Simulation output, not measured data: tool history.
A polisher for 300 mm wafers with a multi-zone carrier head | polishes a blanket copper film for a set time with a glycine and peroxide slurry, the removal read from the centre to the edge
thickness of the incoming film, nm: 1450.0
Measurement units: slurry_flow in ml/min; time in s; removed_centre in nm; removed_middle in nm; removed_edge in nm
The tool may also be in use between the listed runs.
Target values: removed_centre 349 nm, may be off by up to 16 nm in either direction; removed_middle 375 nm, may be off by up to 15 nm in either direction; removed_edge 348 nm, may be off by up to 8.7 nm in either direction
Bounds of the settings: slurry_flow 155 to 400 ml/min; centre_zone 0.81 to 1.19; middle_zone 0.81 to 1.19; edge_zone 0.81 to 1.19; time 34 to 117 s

run 1 hour=0 | slurry_flow=255 centre_zone=1 middle_zone=1 edge_zone=1 time=75 | removed_centre=485.54 removed_middle=491.61 removed_edge=466.98
run 2 hour=2.1 | slurry_flow=255 centre_zone=0.91 middle_zone=1 edge_zone=1 time=75 | removed_centre=435.05 removed_middle=492.72 removed_edge=463.94
run 3 hour=8.7 | slurry_flow=255 centre_zone=0.91 middle_zone=1 edge_zone=1.09 time=75 | removed_centre=429.85 removed_middle=489.06 removed_edge=490.95
run 4 hour=13.9 | slurry_flow=250 centre_zone=0.91 middle_zone=0.98 edge_zone=1.04 time=72 | removed_centre=417.47 removed_middle=465.62 removed_edge=465.56
run 5 hour=23 | slurry_flow=295 centre_zone=0.91 middle_zone=0.98 edge_zone=1.04 time=72 | removed_centre=430.13 removed_middle=473.95 removed_edge=460.55
run 6 hour=30.6 | slurry_flow=295 centre_zone=0.91 middle_zone=0.98 edge_zone=1.04 time=57 | removed_centre=338.91 removed_middle=375.03 removed_edge=365.44
run 7 hour=37.3 | slurry_flow=295 centre_zone=0.91 middle_zone=0.98 edge_zone=1.04 time=57 | removed_centre=337.71 removed_middle=370.98 removed_edge=370.76
run 8 hour=40.7 | slurry_flow=300 centre_zone=0.92 middle_zone=0.99 edge_zone=1.03 time=57 | removed_centre=343.62 removed_middle=386.51 removed_edge=362.06
run 9 hour=43.4 | slurry_flow=300 centre_zone=0.92 middle_zone=0.99 edge_zone=1.02 time=57 | removed_centre=344.39 removed_middle=384.43 removed_edge=360.67

Which single option among these 4 for the next run brings every result within its allowed miss of target? Just one does.
run A hour=46.1 | slurry_flow=265 centre_zone=0.92 middle_zone=0.96 edge_zone=0.9 time=59 | removed_centre=? removed_middle=? removed_edge=?
run B hour=46.1 | slurry_flow=310 centre_zone=0.94 middle_zone=0.9 edge_zone=1.05 time=56 | removed_centre=? removed_middle=? removed_edge=?
run C hour=46.1 | slurry_flow=285 centre_zone=1 middle_zone=0.93 edge_zone=0.88 time=59 | removed_centre=? removed_middle=? removed_edge=?
run D hour=46.1 | slurry_flow=355 centre_zone=0.88 middle_zone=0.89 edge_zone=1.02 time=59 | removed_centre=? removed_middle=? removed_edge=?

move=A removed_centre=352.28 removed_middle=379.03 removed_edge=352.13
move=B removed_centre=348.17 removed_middle=349.09 removed_edge=364.73
move=C removed_centre=386.68 removed_middle=373.3 removed_edge=350.9
move=D removed_centre=348.01 removed_middle=369.6 removed_edge=382.6
A: every result within its allowed miss
B: moves away from the targets compared with the last run
C: brings the result that was furthest off to its target, and leaves another outside
D: moves away from the targets compared with the last run
Answer: A

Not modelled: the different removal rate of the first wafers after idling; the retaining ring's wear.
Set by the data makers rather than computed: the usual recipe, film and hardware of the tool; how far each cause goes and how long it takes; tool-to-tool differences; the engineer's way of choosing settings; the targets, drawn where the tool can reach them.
